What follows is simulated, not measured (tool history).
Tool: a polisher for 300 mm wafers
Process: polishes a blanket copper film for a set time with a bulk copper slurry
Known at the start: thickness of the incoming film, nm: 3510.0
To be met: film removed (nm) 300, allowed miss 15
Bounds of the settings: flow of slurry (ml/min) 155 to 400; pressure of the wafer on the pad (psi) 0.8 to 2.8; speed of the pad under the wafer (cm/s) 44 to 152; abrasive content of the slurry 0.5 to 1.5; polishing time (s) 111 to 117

run	hour	flow of slurry (ml/min)	pressure of the wafer on the pad (psi)	speed of the pad under the wafer (cm/s)	abrasive content of the slurry	polishing time (s)	film removed (nm)
1	0	255	1.8	98	1	111	582.7
2	0.9	255	1.8	122	1	111	703.93
3	8.3	255	1.7	118	1	111	644.98
4	9.5	255	1.7	118	0.9	111	649.69
5	13.4	255	1.6	114	0.9	111	577.57
6	22.1	195	1.6	114	0.9	111	574.01
7	30.6	195	1.5	112	0.9	111	538.03
8	33.6	195	1.4	108	0.9	111	486.57
9	34.9	195	1.3	106	0.9	111	459.71
10	39.4	195	1.2	104	0.9	111	426.84
11	45.8	195	1.2	102	0.9	111	424.6
12	54.5	195	1.1	100	0.9	111	387.26
13	58.3	195	1.1	98	0.9	111	385
14	62	195	1.1	98	0.9	111	391.83
15	64.1	195	1.1	96	0.9	111	379.01
16	68.5	195	1.1	94	0.9	111	367.22
17	72.9	195	0.8	90	0.9	111	282.06

Which of these 5 next moves meets every target?
A	77.3	175	1	74	1.2	117	?
B	77.3	165	0.8	82	0.9	113	?
C	77.3	210	0.9	96	1	114	?
D	77.3	210	0.8	80	1.25	111	?
E	77.3	155	1.3	74	1	117	?

move	film removed (nm)
A	298.57
B	260.64
C	344.14
D	270.34
E	344.44
A: meets every target
B: further off than the last run
C: takes the result that was furthest off past its target
D: further off than the last run
E: takes the result that was furthest off past its target
Move A is the one to make.
